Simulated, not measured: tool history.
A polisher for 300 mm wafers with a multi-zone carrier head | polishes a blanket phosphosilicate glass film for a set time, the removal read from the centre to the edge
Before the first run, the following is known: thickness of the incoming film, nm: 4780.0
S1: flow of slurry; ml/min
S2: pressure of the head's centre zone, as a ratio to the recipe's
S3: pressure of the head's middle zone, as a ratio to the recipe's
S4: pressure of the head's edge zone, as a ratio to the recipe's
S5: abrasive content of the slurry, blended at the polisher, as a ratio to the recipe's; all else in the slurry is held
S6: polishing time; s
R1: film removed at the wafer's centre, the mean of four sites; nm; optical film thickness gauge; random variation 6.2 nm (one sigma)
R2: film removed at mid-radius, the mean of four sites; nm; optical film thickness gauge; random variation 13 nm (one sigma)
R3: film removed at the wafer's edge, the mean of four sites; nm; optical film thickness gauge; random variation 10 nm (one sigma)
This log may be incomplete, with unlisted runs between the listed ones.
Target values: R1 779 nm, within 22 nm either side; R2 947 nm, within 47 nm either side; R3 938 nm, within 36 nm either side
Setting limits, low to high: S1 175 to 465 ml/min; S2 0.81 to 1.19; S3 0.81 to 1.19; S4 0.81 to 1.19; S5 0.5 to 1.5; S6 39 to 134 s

run  hour   S1    S2    S3    S4    S5  S6      R1      R2      R3
  1     0  295     1     1     1     1  86  665.43  684.86  704.99
  2   8.1  320     1     1     1     1  86   671.1  696.87  703.14
  3  14.2  315  0.99  1.01  1.01  1.05  86  675.28  706.81  716.82
  4  17.2  315  1.07  1.01  1.01  1.05  86  731.71  686.65  738.19
  5  21.4  285  1.07  1.01  1.01  1.05  86  730.05  707.49  717.63
  6  27.8  285  1.07  1.07  1.01  1.05  86  730.31  751.72  727.56
  7  31.6  290  1.06  1.08  1.03   1.1  86  737.55  763.44  727.61
  8  38.5  295  1.03  1.07  1.04  1.15  87  733.43  760.14  775.05
  9  46.9  290  1.02  1.08  1.04   1.2  87  741.36  790.05  779.05
 10  47.6  290  1.01  1.09  1.05  1.25  87  744.78  815.41  783.59
 11  50.2  290     1  1.09  1.06   1.3  87  748.43  817.81  817.84
 12  55.4  290  0.99   1.1  1.07   1.3  87  743.96  851.18  806.41
 13  61.6  290  0.99   1.1  1.07   1.3  87  727.91  827.76   804.4
 14  69.4  290  0.99   1.1  1.08   1.3  87  743.14  840.38   792.8

Exercise: of the 4 proposed moves below, exactly one satisfies all targets within the stated allowed misses. Which move is it?
  A  77.2  260  0.81  1.19  0.97  1.35  106   ?   ?   ?
  B  77.2  260  0.85  1.07  1.02   1.5   97   ?   ?   ?
  C  77.2  390  0.86  1.05  1.12   1.3   89   ?   ?   ?
  D  77.2  300  0.88  1.05     1   1.5   97   ?   ?   ?

move      R1      R2      R3
   A  734.98    1082  940.96
   B  733.58  939.39  918.75
   C  675.27  837.27   864.1
   D  773.78  939.85  921.88
A: gets the furthest-off result to its target, but another result is out of tolerance
B: gets the furthest-off result to its target, but another result is out of tolerance
C: misses by more than the last run did
D: each result inside its tolerance
Move D is the one to make.

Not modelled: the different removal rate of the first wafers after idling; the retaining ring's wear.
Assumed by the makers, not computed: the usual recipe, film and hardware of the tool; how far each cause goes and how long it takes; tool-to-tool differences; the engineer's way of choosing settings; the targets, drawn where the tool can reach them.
